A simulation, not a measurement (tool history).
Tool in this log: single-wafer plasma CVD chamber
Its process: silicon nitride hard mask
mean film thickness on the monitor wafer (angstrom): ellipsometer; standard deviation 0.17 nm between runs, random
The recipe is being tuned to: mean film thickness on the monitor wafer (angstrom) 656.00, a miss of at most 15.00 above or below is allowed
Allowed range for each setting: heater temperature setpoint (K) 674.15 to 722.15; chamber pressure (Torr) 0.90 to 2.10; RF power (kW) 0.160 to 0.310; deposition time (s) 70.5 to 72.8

| run | hour | heater temperature setpoint (K) | chamber pressure (Torr) | RF power (kW) | deposition time (s) | mean film thickness on the monitor wafer (angstrom) |
|---|---|---|---|---|---|---|
| 1 | 0.0 | 698.15 | 1.50 | 0.235 | 70.5 | 811.71 |
| 2 | 2.0 | 698.15 | 1.50 | 0.260 | 70.5 | 860.00 |
| 3 | 10.9 | 698.15 | 1.44 | 0.255 | 70.5 | 839.02 |
| 4 | 14.9 | 698.15 | 1.44 | 0.255 | 70.5 | 843.07 |
| 5 | 23.0 | 698.15 | 1.39 | 0.250 | 70.5 | 822.84 |
| 6 | 27.7 | 698.15 | 1.34 | 0.245 | 70.5 | 804.99 |
| 7 | 29.4 | 698.15 | 1.30 | 0.240 | 70.5 | 791.53 |
| 8 | 33.5 | 698.15 | 1.26 | 0.235 | 70.5 | 771.09 |

Next run, 5 choices. One meets every target within its allowed miss, the rest don't. Which?
| A | 37.6 | 690.15 | 1.09 | 0.220 | 70.5 | ? |
| B | 37.6 | 691.15 | 1.19 | 0.205 | 70.5 | ? |
| C | 37.6 | 693.15 | 0.93 | 0.195 | 70.5 | ? |
| D | 37.6 | 697.15 | 1.16 | 0.190 | 70.5 | ? |
| E | 37.6 | 693.15 | 1.02 | 0.185 | 70.5 | ? |

| move | mean film thickness on the monitor wafer (angstrom) |
|---|---|
| A | 706.89 |
| B | 697.08 |
| C | 623.14 |
| D | 659.78 |
| E | 623.35 |
A: nearer than the last run, and not there yet
B: nearer than the last run, and not there yet
C: takes the biggest miss from the last run beyond its target
D: all results in spec
E: takes the biggest miss from the last run beyond its target
The move that meets every target is D.
